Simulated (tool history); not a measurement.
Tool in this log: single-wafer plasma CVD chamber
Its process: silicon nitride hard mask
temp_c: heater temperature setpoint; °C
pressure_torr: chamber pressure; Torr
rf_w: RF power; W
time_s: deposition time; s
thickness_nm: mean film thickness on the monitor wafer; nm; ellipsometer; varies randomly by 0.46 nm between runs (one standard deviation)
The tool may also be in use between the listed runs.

run  hour  temp_c  pressure_torr  rf_w  time_s  thickness_nm
  1     0     395           1.23   390    72.9        97.784
  2   5.2     395           1.23   390    75.2        101.19
  3  14.2     395           1.31   390    75.2         103.6
  4  20.7     385           1.31   390    75.2        103.88
  5  23.3     385           1.31   365    75.2        100.18
  6  28.5     376           1.31   365    75.2         100.4
  7  31.9     376           1.18   360    75.2        95.439

Run 8 is up next; what results do you expect?
  8  34.8     376            1.1   355    75.2             ?

{"run 8": {"thickness_nm": 92.758}}
